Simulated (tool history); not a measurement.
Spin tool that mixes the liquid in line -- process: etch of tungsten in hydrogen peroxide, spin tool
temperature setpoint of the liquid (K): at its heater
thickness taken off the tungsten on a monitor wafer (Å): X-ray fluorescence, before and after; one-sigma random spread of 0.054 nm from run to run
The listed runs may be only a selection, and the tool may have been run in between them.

run	hour	temperature setpoint of the liquid (K)	concentration of hydrogen peroxide in the mixed liquid (% by weight)	time under the liquid (s)	thickness taken off the tungsten on a monitor wafer (Å)
1	0	317.15	19.5	15	168.99
2	1.7	317.15	24	15	184.61
3	7.2	314.15	24	15	153.55
4	8.9	312.15	24	15	135.75
5	14.6	312.15	24	15	135.05
6	16.3	312.15	21.5	15	126.34

Predict the results of run 7:
7	22.5	311.15	21.5	15	?

thickness taken off the tungsten on a monitor wafer (Å): 119.14
